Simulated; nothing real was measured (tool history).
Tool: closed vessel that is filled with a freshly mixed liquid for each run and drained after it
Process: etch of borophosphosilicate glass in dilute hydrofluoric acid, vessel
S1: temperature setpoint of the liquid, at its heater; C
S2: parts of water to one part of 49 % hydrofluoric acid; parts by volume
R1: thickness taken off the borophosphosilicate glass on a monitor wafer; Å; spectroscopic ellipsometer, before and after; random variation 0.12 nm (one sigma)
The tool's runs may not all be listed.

run 1 hour=0.0 | S1=24.0 S2=150 time_in_the_liquid_(s)=30 | R1=51.105
run 2 hour=2.9 | S1=26.5 S2=150 time_in_the_liquid_(s)=30 | R1=57.044
run 3 hour=7.4 | S1=28.5 S2=125 time_in_the_liquid_(s)=30 | R1=75.905
run 4 hour=14.9 | S1=26.5 S2=125 time_in_the_liquid_(s)=30 | R1=68.836
run 5 hour=23.1 | S1=28.5 S2=105 time_in_the_liquid_(s)=30 | R1=93.654
run 6 hour=27.9 | S1=25.5 S2=105 time_in_the_liquid_(s)=30 | R1=82.344
-- hour=35.3 hydrofluoric acid flow meter replaced
run 7 hour=35.3 | S1=29.5 S2=70 time_in_the_liquid_(s)=30 | R1=164.140

Run 8 comes next. What will it give?
run 8 hour=42.8 | S1=28.5 S2=70 time_in_the_liquid_(s)=30 | R1=?

{"run 8": {"R1": 156.51}}
